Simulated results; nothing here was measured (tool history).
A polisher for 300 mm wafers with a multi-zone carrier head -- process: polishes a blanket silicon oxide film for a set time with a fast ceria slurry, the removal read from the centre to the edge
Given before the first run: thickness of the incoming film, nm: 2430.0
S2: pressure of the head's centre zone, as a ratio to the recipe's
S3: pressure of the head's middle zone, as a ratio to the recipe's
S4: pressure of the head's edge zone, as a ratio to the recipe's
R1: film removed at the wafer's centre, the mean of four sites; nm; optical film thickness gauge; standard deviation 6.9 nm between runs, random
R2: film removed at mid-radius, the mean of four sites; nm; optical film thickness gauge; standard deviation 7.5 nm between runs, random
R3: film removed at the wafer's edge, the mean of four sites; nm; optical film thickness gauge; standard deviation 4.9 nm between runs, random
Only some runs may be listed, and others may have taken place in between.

Run 1, hour 0.0: flow of slurry (ml/min) 220, S2 1.00, S3 1.00, S4 1.00, polishing time (s) 58. Result: R1 949.83 nm, R2 966.56 nm, R3 924.39 nm.
Run 2, hour 8.9: flow of slurry (ml/min) 215, S2 0.98, S3 1.00, S4 0.99, polishing time (s) 57. Result: R1 915.56 nm, R2 960.90 nm, R3 892.82 nm.
Run 3, hour 14.6: flow of slurry (ml/min) 245, S2 0.98, S3 1.00, S4 0.99, polishing time (s) 57. Result: R1 934.68 nm, R2 968.95 nm, R3 909.15 nm.
Run 4, hour 15.4: flow of slurry (ml/min) 245, S2 0.98, S3 1.00, S4 0.93, polishing time (s) 57. Result: R1 929.47 nm, R2 963.86 nm, R3 887.58 nm.
Run 5, hour 22.0: flow of slurry (ml/min) 225, S2 0.98, S3 1.00, S4 0.93, polishing time (s) 57. Result: R1 934.47 nm, R2 956.44 nm, R3 873.18 nm.
Run 6, hour 28.8: flow of slurry (ml/min) 225, S2 0.98, S3 1.03, S4 0.93, polishing time (s) 57. Result: R1 933.99 nm, R2 980.09 nm, R3 874.72 nm.
Run 7, hour 36.9: flow of slurry (ml/min) 220, S2 0.96, S3 1.02, S4 0.94, polishing time (s) 56. Result: R1 885.65 nm, R2 942.22 nm, R3 857.45 nm.
Run 8, hour 45.6: flow of slurry (ml/min) 215, S2 0.94, S3 1.02, S4 0.95, polishing time (s) 55. Result: R1 855.26 nm, R2 920.73 nm, R3 844.79 nm.
Run 9, hour 50.3: flow of slurry (ml/min) 155, S2 0.84, S3 1.05, S4 1.04, polishing time (s) 48. Result: R1 620.93 nm, R2 780.93 nm, R3 744.76 nm.
Run 10, hour 53.2: flow of slurry (ml/min) 160, S2 0.84, S3 1.05, S4 1.04, polishing time (s) 48. Result: R1 626.04 nm, R2 784.13 nm, R3 739.58 nm.

The next listed run, before its measurement:
Run 11, hour 60.3: flow of slurry (ml/min) 165, S2 0.84, S3 1.05, S4 1.04, polishing time (s) 48. Result: R1 ?, R2 ?, R3 ?.

Run 11 produced R1 641.92 nm, R2 797.96 nm, R3 745.83 nm.
